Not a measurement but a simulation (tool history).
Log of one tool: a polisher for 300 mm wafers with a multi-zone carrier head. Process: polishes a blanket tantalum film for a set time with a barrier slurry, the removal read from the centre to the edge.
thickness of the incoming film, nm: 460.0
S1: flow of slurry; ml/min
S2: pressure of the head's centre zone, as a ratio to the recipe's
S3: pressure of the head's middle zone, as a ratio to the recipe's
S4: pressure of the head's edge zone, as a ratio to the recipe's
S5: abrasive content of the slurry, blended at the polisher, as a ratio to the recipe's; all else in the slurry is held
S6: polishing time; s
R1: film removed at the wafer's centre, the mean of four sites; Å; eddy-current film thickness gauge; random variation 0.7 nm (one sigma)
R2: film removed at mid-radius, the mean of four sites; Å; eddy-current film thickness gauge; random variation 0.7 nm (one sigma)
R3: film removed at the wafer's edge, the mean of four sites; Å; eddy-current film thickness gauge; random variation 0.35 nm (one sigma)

run  hour   S1    S2    S3    S4    S5  S6      R1      R2      R3
  1     0  135     1     1     1     1  38  349.25  352.58  359.86
  2     9  135     1     1     1  0.85  38  345.02  333.24  338.69
  3  13.6  135     1     1  0.95  0.85  38  340.38  339.38   327.5
  4  19.7  135     1     1  0.95  0.85  31  280.65  269.74  270.31
  5  23.8  135  0.94     1  0.95  0.85  31  267.22  272.14  270.64
  6  27.5  140  0.96  1.01  0.97   0.9  32  284.46  293.95  288.39
  7  34.2  145  0.98  1.01  0.99  0.95  33  306.86  309.04  307.72
  8  42.8  150  0.99  1.01  1.01     1  34   322.2  326.38   328.9
  9  49.8  150  0.99  1.01  1.01     1  34  328.52  322.96  324.32
 10    51  150     1  1.01  1.02  1.05  35  340.15  343.68  345.57
 11  51.8  150     1  1.01  1.02  1.05  35  342.73  339.41   345.8

The next listed run, before its measurement:
 12  54.8  150   1  1.01  1.02  1.05  35   ?   ?   ?

{"run 12": {"R1": 344.33, "R2": 333.14, "R3": 344.66}}
